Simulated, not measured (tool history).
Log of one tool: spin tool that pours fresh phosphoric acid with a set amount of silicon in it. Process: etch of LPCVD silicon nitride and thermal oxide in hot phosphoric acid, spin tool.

run	hour	temperature setpoint of the liquid (K)	silicon dissolved in the acid as it is poured (mg a litre)	time under the liquid (s)	thickness taken off the LPCVD silicon nitride on a monitor wafer (Å)	thickness taken off the thermal oxide on a monitor wafer (Å)
1	0	433.15	8.5	180	166.79	4.0202
2	3.5	433.65	9	185	172.37	4.1857
3	5.7	433.65	9	190	178.23	4.3674
4	6.2	433.65	9	145	136.82	3.6609
5	9.8	433.65	4.5	145	135.73	3.6117
6	11.9	433.65	4.5	190	178.97	5.1051
7	20.2	433.65	5.5	195	184.48	4.6581
8	23.2	433.65	6	200	187.29	4.6657
9	26.2	433.65	6.5	205	191.92	5.1282
10	31.2	433.65	7	210	198.14	5.7075
11	35.2	433.65	7.5	215	202.94	6.0663
12	37.9	433.15	7.5	220	204.09	5.5141
13	39	433.15	8	220	202.24	5.3324

Forecast run 14:
14	41.5	433.15	8.5	220	?	?

thickness taken off the LPCVD silicon nitride on a monitor wafer (Å): 202.55
thickness taken off the thermal oxide on a monitor wafer (Å): 5.1119
